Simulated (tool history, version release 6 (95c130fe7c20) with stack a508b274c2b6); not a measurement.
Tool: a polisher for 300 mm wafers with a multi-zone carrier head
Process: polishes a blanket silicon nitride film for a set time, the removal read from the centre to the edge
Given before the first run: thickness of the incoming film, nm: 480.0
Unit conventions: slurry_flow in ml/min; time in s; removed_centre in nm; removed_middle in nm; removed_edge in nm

run  hour  slurry_flow  centre_zone  middle_zone  edge_zone  time  removed_centre  removed_middle  removed_edge
  1   0.0          280         1.00         1.00       1.00    66         175.750         179.910       177.380
  2   1.9          280         0.94         1.00       1.00    66         165.810         177.850       179.570
  3   9.6          245         0.90         0.96       0.97    54         127.190         138.300       147.760
  4  12.4          230         0.88         0.94       0.94    46         105.500         115.290       117.790
  5  16.7          290         0.88         0.94       0.94    46         106.760         118.110       124.230
  6  21.8          300         0.86         0.91       0.93    42          97.337         103.620       109.350

Expected results for the next run?
  7  28.7          220         0.81         0.90       1.03    31               ?               ?             ?

Run 7 yielded removed_centre 65.539 nm, removed_middle 73.641 nm, removed_edge 82.595 nm.
